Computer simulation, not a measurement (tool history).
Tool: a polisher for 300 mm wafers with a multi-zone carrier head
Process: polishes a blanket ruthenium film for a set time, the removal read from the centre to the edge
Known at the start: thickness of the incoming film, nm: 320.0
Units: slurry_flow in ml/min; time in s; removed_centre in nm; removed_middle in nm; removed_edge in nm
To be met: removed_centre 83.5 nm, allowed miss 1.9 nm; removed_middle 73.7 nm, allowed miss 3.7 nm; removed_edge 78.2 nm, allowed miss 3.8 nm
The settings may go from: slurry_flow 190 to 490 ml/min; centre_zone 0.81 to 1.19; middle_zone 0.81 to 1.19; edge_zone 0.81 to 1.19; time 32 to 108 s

| run | hour | slurry_flow | centre_zone | middle_zone | edge_zone | time | removed_centre | removed_middle | removed_edge |
|---|---|---|---|---|---|---|---|---|---|
| 1 | 0 | 315 | 1 | 1 | 1 | 70 | 61.295 | 63.749 | 64.218 |
| 2 | 7.1 | 370 | 1 | 1 | 1 | 70 | 62.361 | 63.417 | 65.195 |
| 3 | 9.4 | 305 | 1 | 1 | 1 | 70 | 60.852 | 63.437 | 66.241 |
| 4 | 13.9 | 305 | 1.06 | 1 | 1 | 70 | 64.221 | 63.396 | 64.562 |
| 5 | 16.1 | 305 | 1.09 | 1 | 1.02 | 72 | 67.586 | 65.547 | 66.555 |
| 6 | 19.2 | 305 | 1.12 | 1 | 1.02 | 72 | 69.799 | 64.787 | 67.61 |
|  | 25.4 | centre zone pressure recalibrated |
| 7 | 25.4 | 315 | 1.14 | 1.01 | 1.03 | 74 | 76.214 | 66.987 | 69.783 |
| 8 | 31.1 | 315 | 1.14 | 1.01 | 1.03 | 74 | 76.742 | 67.993 | 71.096 |
| 9 | 38.4 | 325 | 1.14 | 1.03 | 1.05 | 74 | 75.889 | 68.063 | 72.899 |
| 10 | 47.1 | 340 | 1.15 | 1.05 | 1.05 | 74 | 79.102 | 69.726 | 70.428 |

5 next moves are on the table. One of them brings every result within its allowed miss. Which?
| A | 55.8 | 325 | 1.08 | 0.95 | 0.97 | 84 | ? | ? | ? |
| B | 55.8 | 260 | 1.09 | 1.04 | 1.09 | 81 | ? | ? | ? |
| C | 55.8 | 320 | 1.1 | 1.19 | 0.88 | 72 | ? | ? | ? |
| D | 55.8 | 330 | 1.02 | 0.88 | 1.17 | 78 | ? | ? | ? |
| E | 55.8 | 315 | 0.95 | 1.02 | 1.12 | 88 | ? | ? | ? |

| move | removed_centre | removed_middle | removed_edge |
|---|---|---|---|
| A | 84.005 | 74.183 | 76.3 |
| B | 79.677 | 74.414 | 76.54 |
| C | 73.026 | 74.242 | 62.281 |
| D | 74.726 | 65.57 | 77.925 |
| E | 79.58 | 81.347 | 85.557 |
A: meets every target
B: nearer than the last run, and not there yet
C: further off than the last run
D: further off than the last run
E: nearer than the last run, and not there yet
Answer: A
